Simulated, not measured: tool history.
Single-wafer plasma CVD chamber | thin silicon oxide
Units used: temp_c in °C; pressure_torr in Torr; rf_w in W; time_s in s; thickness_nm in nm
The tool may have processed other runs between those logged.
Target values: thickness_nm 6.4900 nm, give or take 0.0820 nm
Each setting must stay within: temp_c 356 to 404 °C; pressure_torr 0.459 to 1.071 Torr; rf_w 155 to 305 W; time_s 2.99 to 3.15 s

run	hour	temp_c	pressure_torr	rf_w	time_s	thickness_nm
1	0.0	380	0.765	230	3.15	5.1503
2	2.5	380	0.641	230	3.15	4.2673
3	9.8	380	0.544	230	3.15	3.5841
4	13.8	380	0.660	230	3.15	4.4145
5	19.3	380	0.738	230	3.15	4.9474
6	20.2	380	0.738	250	3.15	5.1263
7	23.7	380	0.787	250	3.15	5.4905
8	28.4	380	0.823	250	3.15	5.6775

Which single option among these 5 for the next run brings every result within its allowed miss of target? Just one does.
A	33.1	368	0.682	255	2.99	?
B	33.1	383	0.724	285	2.99	?
C	33.1	383	0.735	270	2.99	?
D	33.1	380	0.944	255	3.15	?
E	33.1	382	0.725	265	3.02	?

move	thickness_nm
A	4.5240
B	4.9796
C	4.9530
D	6.4110
E	4.8992
A: lands further from the targets than the last run did
B: lands further from the targets than the last run did
C: lands further from the targets than the last run did
D: all results in spec
E: lands further from the targets than the last run did
Correct choice: D, which meets every target
